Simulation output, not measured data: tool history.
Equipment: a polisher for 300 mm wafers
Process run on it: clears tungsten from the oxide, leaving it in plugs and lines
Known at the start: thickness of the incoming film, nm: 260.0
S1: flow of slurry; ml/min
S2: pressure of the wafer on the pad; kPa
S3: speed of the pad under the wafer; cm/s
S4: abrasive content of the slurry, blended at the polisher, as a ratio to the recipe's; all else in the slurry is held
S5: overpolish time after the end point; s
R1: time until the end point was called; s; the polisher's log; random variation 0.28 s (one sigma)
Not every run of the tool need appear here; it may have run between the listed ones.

| run | hour | S1 | S2 | S3 | S4 | S5 | R1 |
|---|---|---|---|---|---|---|---|
| 1 | 0.0 | 295 | 26.2 | 128 | 1.00 | 50 | 44.854 |
| 2 | 1.0 | 295 | 29.0 | 138 | 1.00 | 50 | 36.438 |
| 3 | 7.0 | 295 | 29.0 | 108 | 1.00 | 50 | 46.677 |
| 4 | 13.2 | 295 | 31.7 | 120 | 1.00 | 50 | 38.978 |
| 5 | 20.3 | 295 | 33.8 | 132 | 1.00 | 50 | 32.869 |
| 6 | 26.6 | 325 | 33.8 | 132 | 1.00 | 50 | 31.962 |

Run 7, settings as shown, results not yet in. Your forecast:
| 7 | 32.9 | 355 | 40.7 | 168 | 1.05 | 50 | ? |

{"run 7": {"R1": 21.189}}

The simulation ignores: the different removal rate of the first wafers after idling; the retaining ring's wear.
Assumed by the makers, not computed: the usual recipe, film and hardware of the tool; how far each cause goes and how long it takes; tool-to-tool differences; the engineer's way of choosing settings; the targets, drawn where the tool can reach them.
